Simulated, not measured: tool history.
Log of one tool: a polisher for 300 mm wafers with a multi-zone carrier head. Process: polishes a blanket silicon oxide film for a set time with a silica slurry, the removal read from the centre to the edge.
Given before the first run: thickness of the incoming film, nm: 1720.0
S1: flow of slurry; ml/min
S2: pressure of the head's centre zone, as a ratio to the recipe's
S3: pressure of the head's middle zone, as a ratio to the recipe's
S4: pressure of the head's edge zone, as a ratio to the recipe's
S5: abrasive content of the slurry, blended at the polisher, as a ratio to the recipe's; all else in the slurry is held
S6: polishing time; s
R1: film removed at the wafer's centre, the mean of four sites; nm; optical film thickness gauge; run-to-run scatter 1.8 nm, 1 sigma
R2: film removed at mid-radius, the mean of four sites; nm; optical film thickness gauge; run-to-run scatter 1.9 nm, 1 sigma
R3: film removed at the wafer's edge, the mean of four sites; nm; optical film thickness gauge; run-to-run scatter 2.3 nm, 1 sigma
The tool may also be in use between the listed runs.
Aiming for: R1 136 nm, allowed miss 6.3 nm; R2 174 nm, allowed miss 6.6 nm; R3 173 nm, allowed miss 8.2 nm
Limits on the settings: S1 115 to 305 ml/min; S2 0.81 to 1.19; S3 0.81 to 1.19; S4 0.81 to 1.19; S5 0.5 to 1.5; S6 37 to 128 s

run,day,S1,S2,S3,S4,S5,S6,R1,R2,R3
1,0,195,1,1,1,1,82,309.49,303.49,295.36
2,0.35,195,1.04,1,1,1,82,316.14,309.25,305.25
3,0.538,195,1.04,1,1,0.85,82,286.48,283.73,285.03
4,0.688,195,1.04,1,1.04,0.85,82,301.02,286.62,284.39
5,0.817,175,1.04,1,1.04,0.85,82,286.02,279.69,278.58
6,1.192,155,0.97,0.99,0.98,0.75,78,230.97,239.23,239.68
7,1.496,145,0.92,1,0.95,0.65,75,184.52,211.85,206.72
8,1.579,140,0.89,0.99,0.94,0.6,74,169.84,192.68,195.49
9,1.908,135,0.87,1,0.93,0.55,74,155.93,184.14,177.21
10,2.246,130,0.85,1.01,0.96,0.55,74,155.83,180.39,179.59

4 next moves are on the table. One of them brings every result within its allowed miss. Which?
A,2.583,150,1.12,1.05,1.04,0.55,67,?,?,?
B,2.583,115,0.81,1.01,0.97,0.5,77,?,?,?
C,2.583,120,1.1,1.16,1.03,0.65,62,?,?,?
D,2.583,215,1.12,0.98,0.96,0.55,61,?,?,?

move,R1,R2,R3
A,190.35,179.63,174.86
B,136.8,175.51,174.81
C,179.94,188.82,171.49
D,186.32,165.21,161.83
A: lands further from the targets than the last run did
B: all results land within tolerance of their targets
C: lands further from the targets than the last run did
D: lands further from the targets than the last run did
B is the move that brings every result within its allowed miss.
